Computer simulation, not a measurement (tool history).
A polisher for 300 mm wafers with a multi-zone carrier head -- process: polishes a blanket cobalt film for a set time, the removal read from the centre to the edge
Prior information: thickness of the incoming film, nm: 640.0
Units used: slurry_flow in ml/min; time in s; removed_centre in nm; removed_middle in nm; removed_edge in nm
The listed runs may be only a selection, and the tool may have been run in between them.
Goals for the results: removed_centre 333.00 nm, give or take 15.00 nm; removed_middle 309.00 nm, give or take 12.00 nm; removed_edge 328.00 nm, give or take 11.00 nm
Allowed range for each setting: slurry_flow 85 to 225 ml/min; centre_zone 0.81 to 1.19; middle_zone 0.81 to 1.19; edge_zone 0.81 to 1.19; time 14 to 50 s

run	hour	slurry_flow	centre_zone	middle_zone	edge_zone	time	removed_centre	removed_middle	removed_edge
1	0.0	145	1.00	1.00	1.00	32	218.36	213.26	207.50
2	1.8	125	1.00	1.00	1.00	32	205.84	208.39	205.57
3	9.4	125	1.02	1.00	1.03	36	229.51	229.45	234.87
4	17.2	140	1.04	1.01	1.06	38	267.28	255.65	261.69
5	21.5	155	1.03	1.01	1.09	39	275.98	265.25	268.64
6	28.5	150	1.05	1.01	1.10	41	290.46	274.26	280.00
7	34.8	155	1.05	1.00	1.12	42	298.12	280.48	298.21
8	40.0	155	1.05	1.00	1.12	42	293.97	282.35	294.78
9	47.9	165	1.06	1.00	1.14	43	312.18	297.57	303.97
10	54.5	165	1.07	0.99	1.15	44	316.52	296.64	319.48

Which of these 5 next moves meets every target?
A	61.1	180	1.01	1.08	1.16	42	?	?	?
B	61.1	145	1.16	0.92	1.16	44	?	?	?
C	61.1	165	0.97	0.95	1.13	45	?	?	?
D	61.1	165	1.04	0.96	1.12	46	?	?	?
E	61.1	165	1.19	0.93	1.07	44	?	?	?

move	removed_centre	removed_middle	removed_edge
A	297.52	311.39	300.17
B	333.49	279.80	305.98
C	303.16	300.24	314.27
D	327.89	309.07	319.76
E	350.41	289.05	298.99
A: further off than the last run
B: the worst result of the last run now meets its target, but another is out of spec
C: further off than the last run
D: every result within its allowed miss
E: the result that was furthest off in the last run now lies on the other side of its target
Move D is the one to make.
